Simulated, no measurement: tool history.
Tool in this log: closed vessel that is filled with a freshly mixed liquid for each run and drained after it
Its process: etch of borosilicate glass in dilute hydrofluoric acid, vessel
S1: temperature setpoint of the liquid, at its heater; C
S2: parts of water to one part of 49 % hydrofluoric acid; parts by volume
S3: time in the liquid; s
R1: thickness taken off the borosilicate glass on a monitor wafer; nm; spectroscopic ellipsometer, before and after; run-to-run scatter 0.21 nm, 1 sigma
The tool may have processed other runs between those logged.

run,hour,S1,S2,S3,R1
1,0.0,24.0,255,360,39.438
2,3.8,22.5,275,360,34.469
3,8.3,21.5,295,360,30.482
4,9.3,20.5,310,360,27.139
5,11.6,20.0,320,360,25.459
6,19.5,21.5,320,360,27.211
7,24.9,20.5,325,360,25.540
8,28.3,19.5,330,360,23.897
9,36.9,19.0,330,360,23.877

For run 10, what comes out?
10,39.0,18.5,335,360,?

Run 10 yielded R1 23.057 nm.
